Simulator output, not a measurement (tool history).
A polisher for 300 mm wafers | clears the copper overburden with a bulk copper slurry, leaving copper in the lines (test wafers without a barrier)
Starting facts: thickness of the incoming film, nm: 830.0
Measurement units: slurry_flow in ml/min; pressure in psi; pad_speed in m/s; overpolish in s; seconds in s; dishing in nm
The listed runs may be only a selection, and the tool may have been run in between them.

run    day  slurry_flow  pressure  pad_speed  slurry_solids  overpolish  seconds  dishing
  1      0          190       1.7       0.96              1          23   167.46   65.129
  2  0.262          190       1.7       0.96              1          25   165.79   70.917
  3  0.629          190       1.7       0.96              1          27   161.41   74.342
  4  0.712          190       1.7       1.16              1          27   134.11   82.175
  5  0.842          190       1.7       1.14              1          29   140.24   86.312
  6  0.888          190       1.7       1.14              1          30   139.51   84.633
  7  1.079          190       1.7       1.12              1          32   140.89   93.676

Run 8 has not been measured yet. What should we expect?
  8  1.221          190       1.7       1.12              1          33        ?        ?

{"run 8": {"seconds": 142.22, "dishing": 90.464}}
